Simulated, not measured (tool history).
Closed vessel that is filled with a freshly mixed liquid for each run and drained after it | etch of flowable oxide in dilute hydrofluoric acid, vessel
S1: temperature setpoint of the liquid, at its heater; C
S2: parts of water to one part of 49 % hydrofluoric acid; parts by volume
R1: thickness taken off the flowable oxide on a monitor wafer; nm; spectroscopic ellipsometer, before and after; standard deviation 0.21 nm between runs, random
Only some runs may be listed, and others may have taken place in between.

Run 1, day 0: S1 24 C, S2 135 parts by volume, time in the liquid (s) 30. Result: R1 16.302 nm.
Run 2, day 0.221: S1 24 C, S2 135 parts by volume, time in the liquid (s) 30. Result: R1 16.304 nm.
Run 3, day 0.442: S1 25 C, S2 135 parts by volume, time in the liquid (s) 30. Result: R1 17.15 nm.
Run 4, day 0.812: S1 26 C, S2 135 parts by volume, time in the liquid (s) 30. Result: R1 17.634 nm.
Run 5, day 1.175: S1 27 C, S2 135 parts by volume, time in the liquid (s) 30. Result: R1 18.439 nm.
Run 6, day 1.308: S1 27 C, S2 135 parts by volume, time in the liquid (s) 30. Result: R1 18.53 nm.
Run 7, day 1.467: S1 27.5 C, S2 135 parts by volume, time in the liquid (s) 30. Result: R1 18.37 nm.

The next listed run, before its measurement:
Run 8, day 1.717: S1 28 C, S2 135 parts by volume, time in the liquid (s) 30. Result: R1 ?.

Run 8 gave R1 19.289 nm.
